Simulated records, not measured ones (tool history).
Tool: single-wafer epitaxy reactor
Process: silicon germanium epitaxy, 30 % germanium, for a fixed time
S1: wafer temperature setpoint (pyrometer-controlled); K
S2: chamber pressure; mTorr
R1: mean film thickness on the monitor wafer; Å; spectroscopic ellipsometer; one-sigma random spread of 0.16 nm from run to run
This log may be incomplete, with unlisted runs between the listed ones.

Run 1, hour 0.0: S1 853.15 K, S2 17600 mTorr. Result: R1 377.14 Å.
Run 2, hour 8.9: S1 846.15 K, S2 17600 mTorr. Result: R1 325.24 Å.
Run 3, hour 16.8: S1 846.15 K, S2 16400 mTorr. Result: R1 317.42 Å.
Run 4, hour 25.0: S1 846.15 K, S2 14900 mTorr. Result: R1 307.10 Å.
Run 5, hour 31.7: S1 846.15 K, S2 17800 mTorr. Result: R1 325.89 Å.
Run 6, hour 37.8: S1 849.15 K, S2 17800 mTorr. Result: R1 350.46 Å.

Predict the results of run 7:
Run 7, hour 46.0: S1 851.15 K, S2 17800 mTorr. Result: R1 ?.

{"run 7": {"R1": 366.53}}
